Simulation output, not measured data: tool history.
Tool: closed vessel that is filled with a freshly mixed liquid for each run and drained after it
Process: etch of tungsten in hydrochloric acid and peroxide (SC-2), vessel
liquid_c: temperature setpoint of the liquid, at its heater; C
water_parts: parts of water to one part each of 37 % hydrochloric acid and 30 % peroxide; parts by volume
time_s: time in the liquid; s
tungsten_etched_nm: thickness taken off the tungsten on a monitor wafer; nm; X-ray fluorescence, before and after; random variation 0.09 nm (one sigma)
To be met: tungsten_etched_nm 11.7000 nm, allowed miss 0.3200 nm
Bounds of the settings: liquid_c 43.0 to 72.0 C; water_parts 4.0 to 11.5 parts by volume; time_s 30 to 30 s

Run 1, hour 0.0: liquid_c 59.0 C, water_parts 6.5 parts by volume, time_s 30 s. Result: tungsten_etched_nm 17.4040 nm.
Run 2, hour 4.3: liquid_c 59.0 C, water_parts 7.5 parts by volume, time_s 30 s. Result: tungsten_etched_nm 15.5890 nm.
Run 3, hour 12.6: liquid_c 59.0 C, water_parts 6.0 parts by volume, time_s 30 s. Result: tungsten_etched_nm 18.2500 nm.
Run 4, hour 13.4: liquid_c 59.0 C, water_parts 8.0 parts by volume, time_s 30 s. Result: tungsten_etched_nm 14.8630 nm.
Run 5, hour 20.7: liquid_c 58.0 C, water_parts 8.0 parts by volume, time_s 30 s. Result: tungsten_etched_nm 13.8540 nm.
Run 6, hour 21.8: liquid_c 52.0 C, water_parts 8.0 parts by volume, time_s 30 s. Result: tungsten_etched_nm 9.3613 nm.
Run 7, hour 23.3: liquid_c 52.5 C, water_parts 8.0 parts by volume, time_s 30 s. Result: tungsten_etched_nm 9.6412 nm.
Run 8, hour 32.1: liquid_c 53.0 C, water_parts 8.0 parts by volume, time_s 30 s. Result: tungsten_etched_nm 10.1440 nm.
Run 9, hour 37.0: liquid_c 53.5 C, water_parts 8.0 parts by volume, time_s 30 s. Result: tungsten_etched_nm 10.5160 nm.
Run 10, hour 45.8: liquid_c 54.0 C, water_parts 8.0 parts by volume, time_s 30 s. Result: tungsten_etched_nm 10.7090 nm.
Run 11, hour 48.6: liquid_c 54.5 C, water_parts 8.0 parts by volume, time_s 30 s. Result: tungsten_etched_nm 10.9890 nm.

Which of these 5 next moves meets every target?
Run A, hour 51.4: liquid_c 56.0 C, water_parts 8.5 parts by volume, time_s 30 s. Result: tungsten_etched_nm ?.
Run B, hour 51.4: liquid_c 54.0 C, water_parts 8.0 parts by volume, time_s 30 s. Result: tungsten_etched_nm ?.
Run C, hour 51.4: liquid_c 53.5 C, water_parts 8.5 parts by volume, time_s 30 s. Result: tungsten_etched_nm ?.
Run D, hour 51.4: liquid_c 46.5 C, water_parts 4.5 parts by volume, time_s 30 s. Result: tungsten_etched_nm ?.
Run E, hour 51.4: liquid_c 55.0 C, water_parts 9.0 parts by volume, time_s 30 s. Result: tungsten_etched_nm ?.

move  tungsten_etched_nm
   A             11.5020
   B             10.6120
   C              9.7829
   D              9.9088
   E             10.2940
A: meets every target
B: further off than the last run
C: further off than the last run
D: further off than the last run
E: further off than the last run
Move A is the one to make.

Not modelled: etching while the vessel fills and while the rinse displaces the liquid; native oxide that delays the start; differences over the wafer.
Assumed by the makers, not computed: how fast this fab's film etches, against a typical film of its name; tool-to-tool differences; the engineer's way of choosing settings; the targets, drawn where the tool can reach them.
